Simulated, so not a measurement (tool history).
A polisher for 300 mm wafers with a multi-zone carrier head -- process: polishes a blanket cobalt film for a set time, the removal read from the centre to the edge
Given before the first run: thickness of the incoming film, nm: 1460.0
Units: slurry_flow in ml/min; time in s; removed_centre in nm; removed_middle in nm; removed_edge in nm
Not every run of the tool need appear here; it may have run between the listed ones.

run,day,slurry_flow,centre_zone,middle_zone,edge_zone,time,removed_centre,removed_middle,removed_edge
1,0.000,205,1.00,1.00,1.00,79,569.90,582.38,582.81
2,0.317,180,1.00,1.00,1.00,79,562.76,570.93,574.68
3,0.496,180,1.00,0.92,1.00,79,562.52,531.85,567.53
4,0.704,140,1.00,0.92,1.00,79,534.99,504.42,557.22
5,0.862,140,1.00,0.96,1.00,79,533.20,524.66,543.15
6,1.238,170,1.03,0.97,0.99,79,566.66,550.21,567.36
7,1.325,170,1.03,0.97,0.99,79,569.96,542.91,561.17
8,1.462,225,1.13,1.07,1.09,82,681.14,643.62,614.76
9,1.675,235,1.14,1.06,1.10,82,687.33,637.49,623.18
10,1.962,245,1.15,1.06,1.09,82,699.59,647.71,627.74
11,2.204,250,1.16,1.05,1.08,82,719.99,642.99,627.10

Run 12 comes next. What will it give?
12,2.575,285,1.18,1.05,1.08,82,?,?,?

{"run 12": {"removed_centre": 731.19, "removed_middle": 651.43, "removed_edge": 626.54}}

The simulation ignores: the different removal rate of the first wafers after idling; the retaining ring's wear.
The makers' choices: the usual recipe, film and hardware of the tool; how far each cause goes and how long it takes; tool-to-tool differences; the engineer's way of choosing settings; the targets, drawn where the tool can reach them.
